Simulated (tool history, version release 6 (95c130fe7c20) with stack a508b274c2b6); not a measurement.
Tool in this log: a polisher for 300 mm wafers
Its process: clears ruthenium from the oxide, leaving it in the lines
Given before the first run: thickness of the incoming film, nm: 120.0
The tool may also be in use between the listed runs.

run  hour  flow of slurry (ml/min)  pressure of the wafer on the pad (kPa)  speed of the pad under the wafer (cm/s)  overpolish time after the end point (s)  time until the end point was called (s)
  1   0.0                      235                                    12.4                                      100                                        5                                  116.030
  2   0.8                      235                                    12.4                                      100                                        4                                  113.910
  3   4.5                      235                                    12.4                                      114                                        4                                  102.650
  4   9.3                      235                                    12.4                                      114                                        4                                   99.143
  5  14.8                      235                                    12.4                                       92                                        4                                  128.030
  6  16.9                      235                                    11.7                                       92                                        4                                  131.530
  7  23.6                      235                                    11.0                                       92                                        4                                  136.720
  8  29.1                      235                                    10.3                                       92                                        4                                  144.490

What does the tool deliver on the next run?
     32.6  -- worn pad replaced by a new one
  9  32.6                      235                                     9.7                                       92                                        4                                        ?

For run 9 the tool returned time until the end point was called (s) 147.400.
